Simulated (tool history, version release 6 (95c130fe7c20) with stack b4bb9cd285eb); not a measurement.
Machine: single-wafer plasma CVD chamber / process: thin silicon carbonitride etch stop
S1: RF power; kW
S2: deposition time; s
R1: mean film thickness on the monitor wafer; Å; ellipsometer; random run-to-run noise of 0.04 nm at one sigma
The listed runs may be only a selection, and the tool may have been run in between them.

run,hour,S1,S2,R1
1,0,0.265,22.7,131.88
2,2.3,0.265,25.3,146.95
3,3,0.27,25.4,148.05
4,8.3,0.275,25.5,149.76
5,15.9,0.25,25.5,146.27
6,18.9,0.225,25.5,141.69
7,22.4,0.235,25.6,144.44

Run 8 has not been measured yet. What should we expect?
8,26.1,0.275,26.1,?

R1: 152.19 Å
